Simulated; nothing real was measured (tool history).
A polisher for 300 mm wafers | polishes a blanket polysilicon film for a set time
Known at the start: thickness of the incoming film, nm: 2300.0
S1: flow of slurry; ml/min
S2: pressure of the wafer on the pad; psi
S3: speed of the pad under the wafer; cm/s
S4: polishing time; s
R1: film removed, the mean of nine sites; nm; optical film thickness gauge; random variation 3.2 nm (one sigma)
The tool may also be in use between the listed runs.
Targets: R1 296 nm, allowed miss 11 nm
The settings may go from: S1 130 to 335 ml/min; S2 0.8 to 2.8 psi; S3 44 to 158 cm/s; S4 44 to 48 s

| run | day | S1 | S2 | S3 | S4 | R1 |
|---|---|---|---|---|---|---|
| 1 | 0 | 215 | 1.8 | 100 | 48 | 214.85 |
| 2 | 0.367 | 215 | 1.9 | 100 | 48 | 226.9 |
| 3 | 0.521 | 215 | 1.9 | 84 | 48 | 206.66 |
| 4 | 0.883 | 215 | 1.9 | 92 | 48 | 219.4 |
|  | 0.967 | head pressure recalibrated |
| 5 | 0.967 | 215 | 1.9 | 70 | 48 | 209.24 |
| 6 | 1.317 | 215 | 1.9 | 70 | 44 | 187.64 |
| 7 | 1.562 | 215 | 1.9 | 70 | 44 | 189.64 |
| 8 | 1.8 | 215 | 2 | 70 | 44 | 197.4 |
| 9 | 2.129 | 220 | 2.5 | 74 | 44 | 246.79 |

Which of these 4 next moves meets every target?
| A | 2.458 | 190 | 2.5 | 76 | 48 | ? |
| B | 2.458 | 195 | 2.6 | 80 | 45 | ? |
| C | 2.458 | 205 | 2.8 | 78 | 46 | ? |
| D | 2.458 | 265 | 2.7 | 62 | 48 | ? |

| move | R1 |
|---|---|
| A | 274.22 |
| B | 275.08 |
| C | 299.18 |
| D | 277.21 |
A: nearer than the last run, and not there yet
B: nearer than the last run, and not there yet
C: meets every target
D: nearer than the last run, and not there yet
Move C is the one to make.

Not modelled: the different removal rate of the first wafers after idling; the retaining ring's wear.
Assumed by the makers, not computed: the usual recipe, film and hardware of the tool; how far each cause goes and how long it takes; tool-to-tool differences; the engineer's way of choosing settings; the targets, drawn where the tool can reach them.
